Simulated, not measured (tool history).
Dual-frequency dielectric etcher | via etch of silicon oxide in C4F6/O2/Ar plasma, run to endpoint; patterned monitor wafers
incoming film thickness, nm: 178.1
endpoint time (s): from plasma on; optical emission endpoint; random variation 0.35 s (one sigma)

run,day,bias power (kW),source power (kW),Ar flow (sccm),endpoint time (s)
1,0.000,0.480,0.260,320,47.427
2,0.042,0.501,0.260,318,47.361
3,0.404,0.501,0.280,318,45.625
4,0.604,0.501,0.280,340,45.927
5,0.892,0.517,0.280,339,45.237
6,1.162,0.488,0.280,339,46.242

The next listed run, before its measurement:
7,1.504,0.505,0.280,338,?

endpoint time (s): 45.462

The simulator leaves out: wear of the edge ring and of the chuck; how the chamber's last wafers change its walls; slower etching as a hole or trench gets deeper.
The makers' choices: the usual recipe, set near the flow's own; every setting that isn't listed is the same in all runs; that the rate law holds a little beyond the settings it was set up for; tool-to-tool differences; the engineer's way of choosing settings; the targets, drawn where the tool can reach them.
